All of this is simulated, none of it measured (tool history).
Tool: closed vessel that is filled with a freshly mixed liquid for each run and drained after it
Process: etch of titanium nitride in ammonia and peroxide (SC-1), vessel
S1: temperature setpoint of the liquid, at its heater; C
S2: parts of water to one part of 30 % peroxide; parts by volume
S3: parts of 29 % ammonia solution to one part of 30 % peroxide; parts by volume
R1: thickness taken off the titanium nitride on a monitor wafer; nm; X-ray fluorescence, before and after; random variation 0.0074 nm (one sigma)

{"run": 1, "hour": 0.0, "S1": 57.0, "S2": 15.5, "S3": 0.45, "time in the liquid (s)": 35, "R1": 2.1989}
{"run": 2, "hour": 2.2, "S1": 50.0, "S2": 15.5, "S3": 0.45, "time in the liquid (s)": 35, "R1": 1.3475}
{"run": 3, "hour": 4.2, "S1": 50.0, "S2": 15.5, "S3": 0.45, "time in the liquid (s)": 30, "R1": 1.154}
{"run": 4, "hour": 9.9, "S1": 47.5, "S2": 15.5, "S3": 0.45, "time in the liquid (s)": 30, "R1": 0.97882}
{"run": 5, "hour": 18.7, "S1": 47.5, "S2": 15.5, "S3": 0.6, "time in the liquid (s)": 30, "R1": 1.035}
{"run": 6, "hour": 23.8, "S1": 52.0, "S2": 15.5, "S3": 0.6, "time in the liquid (s)": 30, "R1": 1.4028}
{"run": 7, "hour": 27.0, "S1": 51.5, "S2": 15.5, "S3": 0.6, "time in the liquid (s)": 30, "R1": 1.3412}

The next listed run, before its measurement:
{"run": 8, "hour": 36.0, "S1": 51.0, "S2": 15.5, "S3": 0.6, "time in the liquid (s)": 30, "R1": "?"}

{"run 8": {"R1": 1.3016}}
